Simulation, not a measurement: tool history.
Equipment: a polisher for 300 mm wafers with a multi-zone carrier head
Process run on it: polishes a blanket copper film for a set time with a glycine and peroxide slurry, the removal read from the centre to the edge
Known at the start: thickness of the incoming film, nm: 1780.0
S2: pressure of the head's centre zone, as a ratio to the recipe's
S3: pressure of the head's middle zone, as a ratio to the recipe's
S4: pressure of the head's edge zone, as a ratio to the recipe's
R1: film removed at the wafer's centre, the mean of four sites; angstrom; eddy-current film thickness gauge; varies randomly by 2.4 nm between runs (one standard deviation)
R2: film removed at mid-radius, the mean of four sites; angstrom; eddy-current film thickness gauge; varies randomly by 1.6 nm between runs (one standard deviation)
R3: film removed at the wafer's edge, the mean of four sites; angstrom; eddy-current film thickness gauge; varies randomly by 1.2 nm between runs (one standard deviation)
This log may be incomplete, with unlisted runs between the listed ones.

Run 1, hour 0.0: flow of slurry (ml/min) 235, S2 1.00, S3 1.00, S4 1.00, polishing time (s) 78. Result: R1 3279.9 angstrom, R2 3249.7 angstrom, R3 3209.9 angstrom.
Run 2, hour 1.9: flow of slurry (ml/min) 230, S2 0.97, S3 0.99, S4 0.97, polishing time (s) 72. Result: R1 2955.3 angstrom, R2 2952.4 angstrom, R3 2946.2 angstrom.
Run 3, hour 7.2: flow of slurry (ml/min) 230, S2 0.97, S3 0.99, S4 1.02, polishing time (s) 72. Result: R1 2954.7 angstrom, R2 3020.6 angstrom, R3 2953.2 angstrom.
Run 4, hour 8.7: flow of slurry (ml/min) 225, S2 0.95, S3 0.99, S4 1.01, polishing time (s) 67. Result: R1 2736.7 angstrom, R2 2766.3 angstrom, R3 2769.9 angstrom.
Run 5, hour 17.0: flow of slurry (ml/min) 225, S2 0.93, S3 1.01, S4 1.00, polishing time (s) 62. Result: R1 2485.4 angstrom, R2 2561.7 angstrom, R3 2546.4 angstrom.
Run 6, hour 19.6: flow of slurry (ml/min) 220, S2 0.91, S3 1.03, S4 0.98, polishing time (s) 60. Result: R1 2390.4 angstrom, R2 2582.4 angstrom, R3 2471.6 angstrom.

Predict the results of run 7:
Run 7, hour 25.8: flow of slurry (ml/min) 215, S2 0.89, S3 1.03, S4 0.96, polishing time (s) 58. Result: R1 ?, R2 ?, R3 ?.

{"run 7": {"R1": 2261.2, "R2": 2483.7, "R3": 2324.3}}
